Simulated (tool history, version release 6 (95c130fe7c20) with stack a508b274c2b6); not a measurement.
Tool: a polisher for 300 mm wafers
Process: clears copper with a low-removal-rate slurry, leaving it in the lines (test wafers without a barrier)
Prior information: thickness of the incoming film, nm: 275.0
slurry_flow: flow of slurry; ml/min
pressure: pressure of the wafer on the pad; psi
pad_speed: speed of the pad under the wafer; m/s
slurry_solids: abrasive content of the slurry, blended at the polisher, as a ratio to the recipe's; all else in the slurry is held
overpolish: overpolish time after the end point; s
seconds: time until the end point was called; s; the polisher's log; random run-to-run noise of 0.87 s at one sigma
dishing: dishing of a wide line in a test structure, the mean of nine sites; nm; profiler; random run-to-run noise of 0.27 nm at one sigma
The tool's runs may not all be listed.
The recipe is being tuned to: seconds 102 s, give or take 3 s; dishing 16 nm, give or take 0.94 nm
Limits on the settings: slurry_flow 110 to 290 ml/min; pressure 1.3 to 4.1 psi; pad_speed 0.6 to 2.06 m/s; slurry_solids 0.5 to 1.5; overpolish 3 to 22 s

run	hour	slurry_flow	pressure	pad_speed	slurry_solids	overpolish	seconds	dishing
1	0	185	2.7	1.32	1	11	69.939	29.606
2	5.3	185	2.7	1.32	1.2	11	67.739	29.974
3	14.2	185	2.7	1.46	1.2	11	62.005	33.45
4	23.2	185	2.4	1.46	1.2	10	70.779	26.519
5	30.4	185	2.4	1.34	1.2	10	76.074	25.647
6	36.4	185	2.4	1.04	1.2	10	96.634	20.826
7	39.5	185	2.4	1.04	1.2	9	97.575	18.241
8	40.6	180	2.4	1.04	1.2	9	96.328	18.296
9	46.4	175	2.3	1.04	1.2	9	101.86	18.029

Which of these 5 next moves meets every target?
A	52.2	160	2.3	1.06	1.1	11	?	?
B	52.2	175	2.1	1.14	1.1	11	?	?
C	52.2	165	2.5	0.88	1.5	11	?	?
D	52.2	215	1.8	1.3	1.15	10	?	?
E	52.2	110	2.1	1.28	1.1	8	?	?

move	seconds	dishing
A	103.03	21.125
B	103.28	21.022
C	106.48	20.558
D	101.52	19.508
E	101.67	15.977
A: moves away from the targets compared with the last run
B: moves away from the targets compared with the last run
C: moves away from the targets compared with the last run
D: moves away from the targets compared with the last run
E: all results land within tolerance of their targets
The right move is E.
